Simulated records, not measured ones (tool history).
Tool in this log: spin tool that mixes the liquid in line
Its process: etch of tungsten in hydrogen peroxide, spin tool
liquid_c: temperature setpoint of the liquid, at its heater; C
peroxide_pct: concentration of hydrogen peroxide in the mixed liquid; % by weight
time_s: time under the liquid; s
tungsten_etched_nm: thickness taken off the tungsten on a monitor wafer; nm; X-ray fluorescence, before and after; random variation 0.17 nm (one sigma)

Run 1, hour 0: liquid_c 43 C, peroxide_pct 20.5 % by weight, time_s 15 s. Result: tungsten_etched_nm 11.648 nm.
Run 2, hour 6.6: liquid_c 44.5 C, peroxide_pct 20.5 % by weight, time_s 15 s. Result: tungsten_etched_nm 12.786 nm.
Run 3, hour 12: liquid_c 39.5 C, peroxide_pct 20.5 % by weight, time_s 15 s. Result: tungsten_etched_nm 9.1365 nm.
Run 4, hour 20.9: liquid_c 42 C, peroxide_pct 20.5 % by weight, time_s 15 s. Result: tungsten_etched_nm 10.793 nm.
Run 5, hour 22.3: liquid_c 36 C, peroxide_pct 20.5 % by weight, time_s 15 s. Result: tungsten_etched_nm 7.2462 nm.
Run 6, hour 29.4: liquid_c 36 C, peroxide_pct 23 % by weight, time_s 15 s. Result: tungsten_etched_nm 7.6937 nm.
Run 7, hour 38.1: liquid_c 36 C, peroxide_pct 23 % by weight, time_s 15 s. Result: tungsten_etched_nm 7.716 nm.
Run 8, hour 39.2: liquid_c 39 C, peroxide_pct 23 % by weight, time_s 15 s. Result: tungsten_etched_nm 9.4629 nm.
Run 9, hour 47.5: liquid_c 41 C, peroxide_pct 23 % by weight, time_s 15 s. Result: tungsten_etched_nm 10.731 nm.
Run 10, hour 52.3: liquid_c 43 C, peroxide_pct 23 % by weight, time_s 15 s. Result: tungsten_etched_nm 12.261 nm.

Run 11 is up next; what results do you expect?
Run 11, hour 59: liquid_c 44.5 C, peroxide_pct 23 % by weight, time_s 15 s. Result: tungsten_etched_nm ?.

{"run 11": {"tungsten_etched_nm": 13.453}}
